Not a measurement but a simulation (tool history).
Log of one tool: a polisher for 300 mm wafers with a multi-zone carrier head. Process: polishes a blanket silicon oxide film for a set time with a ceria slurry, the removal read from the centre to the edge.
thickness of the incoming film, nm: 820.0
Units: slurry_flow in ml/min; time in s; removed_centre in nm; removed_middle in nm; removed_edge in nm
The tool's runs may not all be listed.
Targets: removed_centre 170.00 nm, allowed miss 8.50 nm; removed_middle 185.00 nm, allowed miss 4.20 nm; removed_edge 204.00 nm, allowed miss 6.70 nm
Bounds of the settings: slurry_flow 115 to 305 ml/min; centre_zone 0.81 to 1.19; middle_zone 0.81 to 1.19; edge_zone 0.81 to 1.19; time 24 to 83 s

{"run": 1, "day": 0.0, "slurry_flow": 195, "centre_zone": 1.0, "middle_zone": 1.0, "edge_zone": 1.0, "time": 53, "removed_centre": 338.63, "removed_middle": 339.24, "removed_edge": 341.42}
{"run": 2, "day": 0.35, "slurry_flow": 195, "centre_zone": 1.0, "middle_zone": 1.0, "edge_zone": 1.0, "time": 63, "removed_centre": 404.77, "removed_middle": 405.67, "removed_edge": 412.64}
{"run": 3, "day": 0.562, "slurry_flow": 195, "centre_zone": 1.0, "middle_zone": 1.06, "edge_zone": 1.0, "time": 63, "removed_centre": 394.76, "removed_middle": 423.73, "removed_edge": 403.62}
{"run": 4, "day": 0.6, "slurry_flow": 190, "centre_zone": 0.98, "middle_zone": 1.04, "edge_zone": 1.0, "time": 59, "removed_centre": 365.53, "removed_middle": 387.85, "removed_edge": 382.31}
{"run": 5, "day": 0.888, "slurry_flow": 140, "centre_zone": 0.98, "middle_zone": 1.04, "edge_zone": 1.0, "time": 59, "removed_centre": 350.29, "removed_middle": 366.11, "removed_edge": 365.86}
{"run": 6, "day": 1.075, "slurry_flow": 140, "centre_zone": 0.96, "middle_zone": 1.03, "edge_zone": 1.0, "time": 55, "removed_centre": 313.16, "removed_middle": 339.21, "removed_edge": 345.42}
{"run": 7, "day": 1.45, "slurry_flow": 140, "centre_zone": 0.95, "middle_zone": 1.02, "edge_zone": 0.99, "time": 52, "removed_centre": 301.08, "removed_middle": 321.42, "removed_edge": 322.51}
{"run": 8, "day": 1.762, "slurry_flow": 140, "centre_zone": 0.95, "middle_zone": 1.02, "edge_zone": 0.99, "time": 52, "removed_centre": 300.48, "removed_middle": 320.39, "removed_edge": 322.76}
{"run": 9, "day": 1.892, "slurry_flow": 140, "centre_zone": 0.94, "middle_zone": 1.01, "edge_zone": 0.99, "time": 49, "removed_centre": 279.72, "removed_middle": 298.26, "removed_edge": 306.6}
{"run": 10, "day": 1.975, "slurry_flow": 140, "centre_zone": 0.93, "middle_zone": 1.0, "edge_zone": 0.98, "time": 47, "removed_centre": 260.73, "removed_middle": 286.86, "removed_edge": 289.85}
{"run": 11, "day": 2.017, "slurry_flow": 140, "centre_zone": 0.92, "middle_zone": 0.98, "edge_zone": 0.97, "time": 45, "removed_centre": 251.07, "removed_middle": 266.86, "removed_edge": 278.18}
{"run": 12, "day": 2.229, "slurry_flow": 140, "centre_zone": 0.91, "middle_zone": 0.97, "edge_zone": 0.96, "time": 44, "removed_centre": 242.19, "removed_middle": 257.23, "removed_edge": 274.68}

Which of these 4 next moves meets every target?
{"run": "A", "day": 2.442, "slurry_flow": 135, "centre_zone": 0.92, "middle_zone": 0.92, "edge_zone": 1.02, "time": 35, "removed_centre": "?", "removed_middle": "?", "removed_edge": "?"}
{"run": "B", "day": 2.442, "slurry_flow": 120, "centre_zone": 0.85, "middle_zone": 0.89, "edge_zone": 0.92, "time": 35, "removed_centre": "?", "removed_middle": "?", "removed_edge": "?"}
{"run": "C", "day": 2.442, "slurry_flow": 130, "centre_zone": 0.96, "middle_zone": 0.9, "edge_zone": 0.95, "time": 34, "removed_centre": "?", "removed_middle": "?", "removed_edge": "?"}
{"run": "D", "day": 2.442, "slurry_flow": 115, "centre_zone": 0.91, "middle_zone": 0.92, "edge_zone": 1.0, "time": 37, "removed_centre": "?", "removed_middle": "?", "removed_edge": "?"}

move=A removed_centre=187.60 removed_middle=194.37 removed_edge=216.94
move=B removed_centre=168.11 removed_middle=184.27 removed_edge=202.85
move=C removed_centre=188.42 removed_middle=183.88 removed_edge=202.57
move=D removed_centre=188.12 removed_middle=198.11 removed_edge=221.40
A: nearer than the last run, and not there yet
B: meets every target
C: brings the result that was furthest off to its target, and leaves another outside
D: nearer than the last run, and not there yet
The right move is B.
